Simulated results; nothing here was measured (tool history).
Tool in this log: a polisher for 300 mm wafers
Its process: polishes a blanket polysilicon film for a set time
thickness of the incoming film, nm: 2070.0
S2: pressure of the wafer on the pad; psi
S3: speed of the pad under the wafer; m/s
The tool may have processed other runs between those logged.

Run 1, hour 0.0: flow of slurry (ml/min) 165, S2 2.3 psi, S3 1.12 m/s, polishing time (s) 93. Result: film removed (nm) 730.22.
Run 2, hour 5.3: flow of slurry (ml/min) 175, S2 2.5 psi, S3 1.12 m/s, polishing time (s) 93. Result: film removed (nm) 809.88.
Run 3, hour 8.4: flow of slurry (ml/min) 135, S2 2.5 psi, S3 1.12 m/s, polishing time (s) 93. Result: film removed (nm) 755.15.
Run 4, hour 11.0: flow of slurry (ml/min) 175, S2 2.5 psi, S3 1.12 m/s, polishing time (s) 93. Result: film removed (nm) 796.28.
Run 5, hour 19.7: flow of slurry (ml/min) 185, S2 2.7 psi, S3 1.12 m/s, polishing time (s) 93. Result: film removed (nm) 876.94.
Run 6, hour 23.3: flow of slurry (ml/min) 205, S2 2.7 psi, S3 1.12 m/s, polishing time (s) 93. Result: film removed (nm) 899.33.
Run 7, hour 29.7: flow of slurry (ml/min) 210, S2 2.8 psi, S3 1.12 m/s, polishing time (s) 93. Result: film removed (nm) 933.88.
At hour 36.2: slurry nozzle cleaned.
Run 8, hour 36.2: flow of slurry (ml/min) 215, S2 2.9 psi, S3 1.12 m/s, polishing time (s) 93. Result: film removed (nm) 1006.60.

Run 9 has not been measured yet. What should we expect?
Run 9, hour 38.7: flow of slurry (ml/min) 220, S2 3.0 psi, S3 1.12 m/s, polishing time (s) 93. Result: film removed (nm) ?.

{"run 9": {"film removed (nm)": 1037.8}}

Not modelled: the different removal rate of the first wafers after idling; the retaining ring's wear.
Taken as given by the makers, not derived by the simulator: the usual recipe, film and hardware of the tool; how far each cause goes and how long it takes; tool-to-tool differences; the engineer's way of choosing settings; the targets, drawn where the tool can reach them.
